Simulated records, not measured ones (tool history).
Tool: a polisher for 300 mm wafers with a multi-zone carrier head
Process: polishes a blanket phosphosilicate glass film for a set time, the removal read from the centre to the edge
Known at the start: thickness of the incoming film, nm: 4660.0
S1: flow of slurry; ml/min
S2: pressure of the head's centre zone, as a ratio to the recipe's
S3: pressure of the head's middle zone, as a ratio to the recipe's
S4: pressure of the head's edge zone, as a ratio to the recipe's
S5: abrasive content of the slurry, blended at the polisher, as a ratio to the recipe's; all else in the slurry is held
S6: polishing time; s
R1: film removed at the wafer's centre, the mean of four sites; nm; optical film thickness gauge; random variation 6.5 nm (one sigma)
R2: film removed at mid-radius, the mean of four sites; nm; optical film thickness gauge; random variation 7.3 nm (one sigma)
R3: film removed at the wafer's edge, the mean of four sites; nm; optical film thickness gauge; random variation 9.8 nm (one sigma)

| run | hour | S1 | S2 | S3 | S4 | S5 | S6 | R1 | R2 | R3 |
|---|---|---|---|---|---|---|---|---|---|---|
| 1 | 0.0 | 130 | 1.00 | 1.00 | 1.00 | 1.00 | 71 | 597.36 | 615.08 | 621.47 |
| 2 | 6.6 | 140 | 0.99 | 0.99 | 1.06 | 1.15 | 71 | 648.07 | 650.70 | 690.25 |
| 3 | 15.4 | 130 | 0.99 | 0.99 | 1.06 | 1.15 | 71 | 645.51 | 658.61 | 685.98 |
| 4 | 22.7 | 160 | 0.99 | 0.99 | 1.06 | 1.15 | 71 | 669.00 | 662.02 | 695.54 |
| 5 | 29.0 | 150 | 0.97 | 0.98 | 1.09 | 1.25 | 72 | 668.77 | 683.86 | 713.65 |
| 6 | 33.9 | 150 | 0.93 | 0.98 | 1.09 | 1.25 | 72 | 646.58 | 686.07 | 729.78 |
| 7 | 36.8 | 185 | 0.93 | 0.94 | 1.19 | 1.45 | 73 | 706.16 | 739.85 | 838.91 |

Run 8 comes next. What will it give?
| 8 | 40.3 | 185 | 0.94 | 0.94 | 1.19 | 1.45 | 73 | ? | ? | ? |

Run 8 gave R1 734.70 nm, R2 735.67 nm, R3 849.62 nm.
